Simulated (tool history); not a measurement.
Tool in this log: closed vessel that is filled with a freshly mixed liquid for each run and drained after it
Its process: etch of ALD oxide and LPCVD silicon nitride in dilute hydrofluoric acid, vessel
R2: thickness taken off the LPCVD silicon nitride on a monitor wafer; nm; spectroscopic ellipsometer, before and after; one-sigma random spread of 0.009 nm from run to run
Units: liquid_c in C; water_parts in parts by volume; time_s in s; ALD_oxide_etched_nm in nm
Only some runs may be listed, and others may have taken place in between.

run 1 hour=0.0 | liquid_c=20.0 water_parts=100 time_s=235 | ALD_oxide_etched_nm=18.020 R2=0.91597
run 2 hour=4.0 | liquid_c=19.0 water_parts=125 time_s=230 | ALD_oxide_etched_nm=13.240 R2=0.67231
run 3 hour=9.5 | liquid_c=19.0 water_parts=125 time_s=280 | ALD_oxide_etched_nm=16.129 R2=0.84910
run 4 hour=14.6 | liquid_c=19.0 water_parts=125 time_s=315 | ALD_oxide_etched_nm=17.967 R2=0.90327
run 5 hour=18.7 | liquid_c=19.0 water_parts=100 time_s=315 | ALD_oxide_etched_nm=23.296 R2=1.13360
run 6 hour=24.1 | liquid_c=19.0 water_parts=135 time_s=315 | ALD_oxide_etched_nm=16.648 R2=0.88232
run 7 hour=26.5 | liquid_c=18.5 water_parts=150 time_s=275 | ALD_oxide_etched_nm=12.669 R2=0.65942

Run 8 is up next; what results do you expect?
run 8 hour=32.6 | liquid_c=18.5 water_parts=150 time_s=275 | ALD_oxide_etched_nm=? R2=?

Run 8 yielded ALD_oxide_etched_nm 12.616 nm, R2 0.67224 nm.

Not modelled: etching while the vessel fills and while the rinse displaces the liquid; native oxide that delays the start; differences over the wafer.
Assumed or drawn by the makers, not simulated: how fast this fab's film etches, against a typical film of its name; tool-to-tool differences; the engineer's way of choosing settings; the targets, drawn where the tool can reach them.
